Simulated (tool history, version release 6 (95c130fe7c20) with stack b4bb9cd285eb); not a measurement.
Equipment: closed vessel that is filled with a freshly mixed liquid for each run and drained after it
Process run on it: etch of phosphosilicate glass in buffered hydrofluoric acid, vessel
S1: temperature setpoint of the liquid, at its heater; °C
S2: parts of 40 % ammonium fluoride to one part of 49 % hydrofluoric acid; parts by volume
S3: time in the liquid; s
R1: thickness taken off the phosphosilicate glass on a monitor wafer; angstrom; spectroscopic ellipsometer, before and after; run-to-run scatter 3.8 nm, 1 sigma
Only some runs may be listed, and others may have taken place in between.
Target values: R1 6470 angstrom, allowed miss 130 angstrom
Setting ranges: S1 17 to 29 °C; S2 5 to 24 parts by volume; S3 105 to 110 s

run,hour,S1,S2,S3,R1
1,0,21,14.5,105,4024.5
2,0.9,17.5,14.5,105,3310.4
3,4,17.5,14.5,105,3306.1
4,9.2,17.5,16,105,2991.6
5,16.3,21,15.5,105,3764.8
6,23.3,23.5,15,105,4466.9
7,31,25,14.5,105,4996.5
8,36.3,26,14.5,105,5292
9,40.6,27,14.5,105,5623.4
10,43.1,27.5,14.5,105,5732.9
11,49.3,28,14.5,105,5892.2
12,54.5,28.5,14.5,105,6060.3

Below are 4 possible settings for the next run. Only one of them brings all results inside the allowed miss of their targets. Which is it?
A,59.7,26,13,110,?
B,59.7,27,14,105,?
C,59.7,27,12.5,105,?
D,59.7,28,15.5,105,?

move,R1
A,6175.5
B,5784.6
C,6463.3
D,5522.1
A: closes in on the targets versus the last run, not all within tolerance yet
B: further off than the last run
C: each result inside its tolerance
D: further off than the last run
The right move is C.
